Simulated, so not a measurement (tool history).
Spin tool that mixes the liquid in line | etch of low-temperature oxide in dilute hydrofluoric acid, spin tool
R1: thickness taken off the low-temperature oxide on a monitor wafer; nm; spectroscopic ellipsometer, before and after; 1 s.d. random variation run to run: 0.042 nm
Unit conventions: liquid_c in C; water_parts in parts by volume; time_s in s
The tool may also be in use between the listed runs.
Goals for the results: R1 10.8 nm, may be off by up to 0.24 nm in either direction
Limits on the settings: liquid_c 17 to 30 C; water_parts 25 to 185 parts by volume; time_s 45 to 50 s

{"run": 1, "hour": 0.0, "liquid_c": 22, "water_parts": 105, "time_s": 45, "R1": 14.025}
{"run": 2, "hour": 0.9, "liquid_c": 22, "water_parts": 105, "time_s": 50, "R1": 15.587}
{"run": 3, "hour": 2.5, "liquid_c": 20.5, "water_parts": 110, "time_s": 50, "R1": 13.886}
{"run": 4, "hour": 5.1, "liquid_c": 23.5, "water_parts": 110, "time_s": 50, "R1": 15.645}
{"run": 5, "hour": 5.7, "liquid_c": 23.5, "water_parts": 110, "time_s": 45, "R1": 13.996}
{"run": 6, "hour": 10.5, "liquid_c": 21.5, "water_parts": 110, "time_s": 45, "R1": 13.013}
{"run": 7, "hour": 13.9, "liquid_c": 20, "water_parts": 110, "time_s": 45, "R1": 12.193}
{"run": 8, "hour": 22.4, "liquid_c": 19, "water_parts": 110, "time_s": 45, "R1": 11.801}
{"run": 9, "hour": 26.2, "liquid_c": 18.5, "water_parts": 110, "time_s": 45, "R1": 11.533}
{"run": 10, "hour": 32.8, "liquid_c": 18, "water_parts": 110, "time_s": 45, "R1": 11.218}
{"run": 11, "hour": 37.2, "liquid_c": 17.5, "water_parts": 110, "time_s": 45, "R1": 11.124}

Exercise: of the 4 proposed moves below, exactly one satisfies all targets within the stated allowed misses. Which move is it?
{"run": "A", "hour": 41.6, "liquid_c": 17, "water_parts": 115, "time_s": 50, "R1": "?"}
{"run": "B", "hour": 41.6, "liquid_c": 17, "water_parts": 105, "time_s": 45, "R1": "?"}
{"run": "C", "hour": 41.6, "liquid_c": 20, "water_parts": 135, "time_s": 50, "R1": "?"}
{"run": "D", "hour": 41.6, "liquid_c": 18, "water_parts": 120, "time_s": 50, "R1": "?"}

move=A R1=11.42
move=B R1=11.377
move=C R1=10.76
move=D R1=11.346
A: further off than the last run
B: further off than the last run
C: every result lands within tolerance
D: further off than the last run
C is the move that brings every result within its allowed miss.

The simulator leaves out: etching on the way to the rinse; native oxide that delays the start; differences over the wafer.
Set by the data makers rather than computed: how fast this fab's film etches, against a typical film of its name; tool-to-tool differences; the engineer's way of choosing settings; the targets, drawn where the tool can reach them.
